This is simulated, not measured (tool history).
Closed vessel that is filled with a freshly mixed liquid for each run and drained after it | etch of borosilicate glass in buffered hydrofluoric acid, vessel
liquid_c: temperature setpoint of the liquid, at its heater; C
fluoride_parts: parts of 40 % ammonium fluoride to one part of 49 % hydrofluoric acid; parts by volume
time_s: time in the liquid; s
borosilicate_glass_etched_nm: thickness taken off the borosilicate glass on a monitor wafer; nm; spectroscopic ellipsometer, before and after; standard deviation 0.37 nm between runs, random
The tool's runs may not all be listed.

Run 1, hour 0.0: liquid_c 25.0 C, fluoride_parts 13.0 parts by volume, time_s 85 s. Result: borosilicate_glass_etched_nm 74.046 nm.
Run 2, hour 5.4: liquid_c 25.0 C, fluoride_parts 15.0 parts by volume, time_s 85 s. Result: borosilicate_glass_etched_nm 63.055 nm.
Run 3, hour 6.8: liquid_c 28.0 C, fluoride_parts 15.0 parts by volume, time_s 85 s. Result: borosilicate_glass_etched_nm 74.842 nm.
Run 4, hour 13.7: liquid_c 28.0 C, fluoride_parts 15.0 parts by volume, time_s 85 s. Result: borosilicate_glass_etched_nm 74.155 nm.
Run 5, hour 19.6: liquid_c 24.5 C, fluoride_parts 15.5 parts by volume, time_s 85 s. Result: borosilicate_glass_etched_nm 60.464 nm.
Run 6, hour 24.2: liquid_c 24.5 C, fluoride_parts 15.5 parts by volume, time_s 90 s. Result: borosilicate_glass_etched_nm 64.358 nm.
Run 7, hour 25.0: liquid_c 22.0 C, fluoride_parts 16.0 parts by volume, time_s 90 s. Result: borosilicate_glass_etched_nm 54.077 nm.
Run 8, hour 30.4: liquid_c 20.5 C, fluoride_parts 16.0 parts by volume, time_s 90 s. Result: borosilicate_glass_etched_nm 49.081 nm.
Run 9, hour 39.1: liquid_c 19.5 C, fluoride_parts 16.0 parts by volume, time_s 90 s. Result: borosilicate_glass_etched_nm 47.110 nm.
Run 10, hour 46.6: liquid_c 18.5 C, fluoride_parts 16.0 parts by volume, time_s 90 s. Result: borosilicate_glass_etched_nm 44.381 nm.

What does the tool deliver on the next run?
Run 11, hour 50.4: liquid_c 18.0 C, fluoride_parts 16.0 parts by volume, time_s 90 s. Result: borosilicate_glass_etched_nm ?.

borosilicate_glass_etched_nm: 43.846 nm

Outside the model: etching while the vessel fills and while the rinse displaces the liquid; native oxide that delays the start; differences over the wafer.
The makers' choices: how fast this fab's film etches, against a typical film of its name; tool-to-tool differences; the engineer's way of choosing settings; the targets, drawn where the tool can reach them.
